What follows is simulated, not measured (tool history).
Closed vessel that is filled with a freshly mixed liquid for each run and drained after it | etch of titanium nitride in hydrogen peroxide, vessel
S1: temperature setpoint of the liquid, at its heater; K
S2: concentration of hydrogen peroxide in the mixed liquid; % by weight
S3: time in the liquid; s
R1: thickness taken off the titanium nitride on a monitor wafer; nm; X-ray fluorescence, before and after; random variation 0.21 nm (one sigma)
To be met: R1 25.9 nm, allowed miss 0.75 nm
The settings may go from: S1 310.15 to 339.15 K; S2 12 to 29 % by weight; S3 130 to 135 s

Run 1, hour 0: S1 326.15 K, S2 19.5 % by weight, S3 130 s. Result: R1 14.017 nm.
Run 2, hour 8.7: S1 326.15 K, S2 21.5 % by weight, S3 130 s. Result: R1 14.132 nm.
Run 3, hour 10.4: S1 327.65 K, S2 21.5 % by weight, S3 130 s. Result: R1 16.032 nm.
Run 4, hour 14.1: S1 328.65 K, S2 21.5 % by weight, S3 130 s. Result: R1 17.076 nm.
Run 5, hour 18.6: S1 329.65 K, S2 21.5 % by weight, S3 130 s. Result: R1 18.208 nm.
Run 6, hour 19.5: S1 330.65 K, S2 21.5 % by weight, S3 130 s. Result: R1 19.534 nm.
Run 7, hour 22: S1 331.15 K, S2 21.5 % by weight, S3 130 s. Result: R1 20.285 nm.
Run 8, hour 26.1: S1 331.65 K, S2 21.5 % by weight, S3 130 s. Result: R1 20.955 nm.
Run 9, hour 32.8: S1 332.15 K, S2 21.5 % by weight, S3 130 s. Result: R1 21.617 nm.
Run 10, hour 39.6: S1 332.65 K, S2 21.5 % by weight, S3 130 s. Result: R1 22.577 nm.
Run 11, hour 47.3: S1 333.15 K, S2 21.5 % by weight, S3 130 s. Result: R1 23.053 nm.

5 next moves are on the table. One of them brings every result within its allowed miss. Which?
Run A, hour 55: S1 335.15 K, S2 23 % by weight, S3 135 s. Result: R1 ?.
Run B, hour 55: S1 331.15 K, S2 21 % by weight, S3 135 s. Result: R1 ?.
Run C, hour 55: S1 333.15 K, S2 25.5 % by weight, S3 130 s. Result: R1 ?.
Run D, hour 55: S1 336.15 K, S2 21 % by weight, S3 130 s. Result: R1 ?.
Run E, hour 55: S1 334.65 K, S2 22.5 % by weight, S3 130 s. Result: R1 ?.

move      R1
   A  28.106
   B      21
   C  24.181
   D  28.377
   E  26.046
A: takes the result that was furthest off past its target
B: further off than the last run
C: nearer than the last run, and not there yet
D: takes the result that was furthest off past its target
E: meets every target
Move E is the one to make.
